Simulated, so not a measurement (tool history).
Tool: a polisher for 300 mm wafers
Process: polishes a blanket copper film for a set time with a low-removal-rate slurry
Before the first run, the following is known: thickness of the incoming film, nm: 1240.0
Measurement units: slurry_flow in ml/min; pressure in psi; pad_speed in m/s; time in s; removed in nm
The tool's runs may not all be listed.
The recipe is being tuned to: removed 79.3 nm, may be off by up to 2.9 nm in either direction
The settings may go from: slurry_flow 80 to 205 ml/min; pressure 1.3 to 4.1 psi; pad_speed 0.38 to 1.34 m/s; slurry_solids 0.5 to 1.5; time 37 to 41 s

run	hour	slurry_flow	pressure	pad_speed	slurry_solids	time	removed
1	0	135	2.7	0.86	1	41	107.36
2	6.4	135	2.7	0.86	1.2	41	109.06
3	12.4	135	2.6	0.86	1.2	41	107.6
4	16.2	135	2.5	0.86	1.2	41	101.72
5	23	135	2.4	0.86	1.2	41	98.983
6	29	135	2.4	0.86	1.3	41	101.12
7	29.6	135	2.3	0.86	1.3	41	98.872
# hour 32.6: slurry nozzle cleaned
8	32.6	135	2.2	0.86	1.3	41	97.23
9	39.3	120	1.6	0.84	1.3	41	75.101

Which one of the following 4 next-run settings gets every result inside its allowed miss? There is exactly one.
A	46	100	1.8	0.76	1.45	40	?
B	46	130	1.4	0.94	1.35	40	?
C	46	130	2.5	0.72	1.2	37	?
D	46	120	1.4	0.96	1.3	40	?

move	removed
A	71.191
B	73.459
C	79.995
D	73.611
A: the biggest miss grows against the last run
B: the biggest miss grows against the last run
C: each result inside its tolerance
D: the biggest miss grows against the last run
C meets every target.

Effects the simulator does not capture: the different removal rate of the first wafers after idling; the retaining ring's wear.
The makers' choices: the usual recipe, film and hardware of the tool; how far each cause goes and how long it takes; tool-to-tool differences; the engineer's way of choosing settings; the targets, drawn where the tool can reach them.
